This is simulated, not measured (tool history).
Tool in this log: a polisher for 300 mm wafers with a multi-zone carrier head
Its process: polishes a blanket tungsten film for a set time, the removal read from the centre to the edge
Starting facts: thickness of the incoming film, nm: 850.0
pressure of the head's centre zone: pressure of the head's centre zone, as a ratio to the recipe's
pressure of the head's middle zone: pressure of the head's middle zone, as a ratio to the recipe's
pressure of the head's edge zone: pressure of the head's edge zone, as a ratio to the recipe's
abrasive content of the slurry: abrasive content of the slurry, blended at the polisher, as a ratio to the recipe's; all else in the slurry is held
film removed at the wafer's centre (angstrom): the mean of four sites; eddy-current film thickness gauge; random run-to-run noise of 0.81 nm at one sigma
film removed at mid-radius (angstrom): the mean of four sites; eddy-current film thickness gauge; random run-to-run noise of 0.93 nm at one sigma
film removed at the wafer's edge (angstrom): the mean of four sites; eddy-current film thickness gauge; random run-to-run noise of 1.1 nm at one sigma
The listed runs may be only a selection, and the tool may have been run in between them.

run  hour  flow of slurry (ml/min)  pressure of the head's centre zone  pressure of the head's middle zone  pressure of the head's edge zone  abrasive content of the slurry  polishing time (s)  film removed at the wafer's centre (angstrom)  film removed at mid-radius (angstrom)  film removed at the wafer's edge (angstrom)
  1   0.0                      125                                1.00                                1.00                              1.00                            1.00                  47                                         1607.8                                 1599.8                                       1626.6
  2   1.7                      100                                1.00                                1.00                              1.00                            1.00                  47                                         1562.1                                 1520.8                                       1571.0
  3   8.6                      100                                1.00                                0.92                              1.00                            1.00                  47                                         1557.7                                 1459.2                                       1552.1
  4  12.7                       95                                0.99                                0.91                              0.97                            0.90                  46                                         1453.4                                 1380.4                                       1465.5
  5  20.1                       95                                0.99                                0.90                              0.94                            0.80                  45                                         1402.8                                 1301.1                                       1394.8
  6  22.0                       95                                0.99                                0.91                              0.92                            0.75                  44                                         1369.6                                 1274.7                                       1331.4
  7  25.0                       95                                0.98                                0.91                              0.90                            0.70                  44                                         1330.7                                 1251.2                                       1316.7
  8  25.7                       95                                0.98                                0.92                              0.88                            0.65                  43                                         1257.6                                 1215.9                                       1221.7
  9  30.0                       90                                0.98                                0.91                              0.87                            0.65                  43                                         1256.9                                 1201.1                                       1211.1
 10  30.7                       90                                0.97                                0.90                              0.86                            0.65                  43                                         1239.4                                 1196.0                                       1228.9
 11  39.6                       90                                0.97                                0.90                              0.85                            0.60                  43                                         1238.4                                 1156.7                                       1196.0
 12  44.3                       90                                0.97                                0.90                              0.84                            0.60                  43                                         1225.4                                 1164.2                                       1187.8
 13  51.0                       85                                0.96                                0.90                              0.83                            0.60                  43                                         1209.2                                 1138.5                                       1183.5

Run 14 is up next; what results do you expect?
 14  56.2                       85                                0.96                                0.91                              0.83                            0.60                  43                                              ?                                      ?                                            ?

Run 14 measured film removed at the wafer's centre (angstrom) 1202.2, film removed at mid-radius (angstrom) 1175.9, film removed at the wafer's edge (angstrom) 1192.7.
